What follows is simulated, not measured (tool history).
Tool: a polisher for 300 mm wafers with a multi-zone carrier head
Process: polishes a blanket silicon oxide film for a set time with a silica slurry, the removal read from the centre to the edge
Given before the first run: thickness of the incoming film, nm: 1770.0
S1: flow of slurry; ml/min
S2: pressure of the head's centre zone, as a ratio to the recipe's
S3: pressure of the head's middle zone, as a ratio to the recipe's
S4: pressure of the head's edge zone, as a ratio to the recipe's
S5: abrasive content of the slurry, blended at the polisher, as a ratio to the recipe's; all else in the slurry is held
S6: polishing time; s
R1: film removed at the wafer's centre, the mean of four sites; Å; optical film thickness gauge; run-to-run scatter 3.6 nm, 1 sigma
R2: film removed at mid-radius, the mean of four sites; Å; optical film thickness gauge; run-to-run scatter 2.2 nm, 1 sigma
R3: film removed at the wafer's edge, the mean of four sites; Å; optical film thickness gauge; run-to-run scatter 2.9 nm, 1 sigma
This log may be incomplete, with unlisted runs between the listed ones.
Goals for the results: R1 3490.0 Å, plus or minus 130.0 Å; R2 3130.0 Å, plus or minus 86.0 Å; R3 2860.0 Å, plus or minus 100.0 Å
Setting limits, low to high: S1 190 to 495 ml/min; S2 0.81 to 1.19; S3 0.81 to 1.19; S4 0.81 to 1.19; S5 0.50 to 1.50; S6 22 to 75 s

| run | hour | S1 | S2 | S3 | S4 | S5 | S6 | R1 | R2 | R3 |
|---|---|---|---|---|---|---|---|---|---|---|
| 1 | 0.0 | 320 | 1.00 | 1.00 | 1.00 | 1.00 | 48 | 1964.3 | 1988.0 | 2018.7 |
| 2 | 8.8 | 320 | 1.04 | 1.00 | 1.00 | 1.00 | 48 | 2089.5 | 2009.9 | 2018.4 |
| 3 | 16.0 | 320 | 1.04 | 1.00 | 0.96 | 1.00 | 48 | 2088.3 | 2002.1 | 2005.9 |
| 4 | 24.6 | 325 | 1.07 | 1.02 | 0.97 | 1.10 | 49 | 2309.4 | 2193.5 | 2143.7 |
| 5 | 26.3 | 325 | 1.07 | 1.02 | 0.94 | 1.10 | 49 | 2282.1 | 2205.6 | 2081.2 |
| 6 | 30.0 | 325 | 1.07 | 0.94 | 0.94 | 1.10 | 49 | 2269.8 | 2045.5 | 2114.5 |
| 7 | 35.4 | 335 | 1.10 | 0.97 | 0.96 | 1.20 | 50 | 2520.6 | 2234.8 | 2311.7 |
| 8 | 41.6 | 345 | 1.12 | 1.00 | 0.96 | 1.25 | 51 | 2606.6 | 2396.7 | 2376.7 |
| 9 | 50.3 | 340 | 1.14 | 1.00 | 0.94 | 1.30 | 53 | 2843.0 | 2506.2 | 2482.5 |
| 10 | 53.5 | 390 | 1.19 | 1.10 | 0.96 | 1.50 | 55 | 3323.3 | 3053.9 | 2757.4 |
| 11 | 62.0 | 390 | 1.19 | 1.09 | 0.95 | 1.50 | 55 | 3372.7 | 3029.9 | 2719.1 |

4 next moves are on the table. One of them brings every result within its allowed miss. Which?
| A | 70.5 | 285 | 1.17 | 1.05 | 0.88 | 1.15 | 67 | ? | ? | ? |
| B | 70.5 | 380 | 1.05 | 1.04 | 1.09 | 1.50 | 59 | ? | ? | ? |
| C | 70.5 | 340 | 1.17 | 1.04 | 0.99 | 1.45 | 61 | ? | ? | ? |
| D | 70.5 | 380 | 1.06 | 1.04 | 1.05 | 1.50 | 59 | ? | ? | ? |

| move | R1 | R2 | R3 |
|---|---|---|---|
| A | 3527.8 | 3113.0 | 2883.4 |
| B | 3207.4 | 3118.4 | 3207.4 |
| C | 3608.9 | 3153.6 | 3101.1 |
| D | 3237.6 | 3118.4 | 3148.1 |
A: meets every target
B: the result that was furthest off in the last run now lies on the other side of its target
C: the result that was furthest off in the last run now lies on the other side of its target
D: the result that was furthest off in the last run now lies on the other side of its target
Correct choice: A, which meets every target

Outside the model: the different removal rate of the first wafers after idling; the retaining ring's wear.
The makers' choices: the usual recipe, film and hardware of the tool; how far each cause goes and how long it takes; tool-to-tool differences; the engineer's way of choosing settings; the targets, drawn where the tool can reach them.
